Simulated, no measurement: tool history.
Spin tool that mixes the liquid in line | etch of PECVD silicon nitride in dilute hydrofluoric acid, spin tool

run  hour  temperature setpoint of the liquid (C)  parts of water to one part of 49 % hydrofluoric acid (parts by volume)  time under the liquid (s)  thickness taken off the PECVD silicon nitride on a monitor wafer (nm)
  1   0.0                                    24.0                                                                     195                        305                                                                 4.2945
  2   0.7                                    21.5                                                                     195                        305                                                                 3.7043
  3   8.9                                    19.0                                                                     195                        305                                                                 3.0183
  4  11.2                                    17.0                                                                     195                        305                                                                 2.7211
  5  13.8                                    21.0                                                                     175                        305                                                                 3.9160
  6  17.7                                    24.0                                                                     165                        305                                                                 5.1150
  7  25.3                                    26.0                                                                     160                        305                                                                 6.0490
  8  28.2                                    27.5                                                                     160                        305                                                                 6.4521
  9  35.9                                    28.5                                                                     155                        305                                                                 7.2190
 10  39.6                                    29.5                                                                     155                        305                                                                 7.8237
 11  41.3                                    30.0                                                                     155                        305                                                                 7.8712
 12  44.1                                    30.5                                                                     150                        305                                                                 8.3515

Run 13 comes next. What will it give?
 13  51.4                                    31.0                                                                     150                        305                                                                      ?

Run 13 gave thickness taken off the PECVD silicon nitride on a monitor wafer (nm) 8.5338.
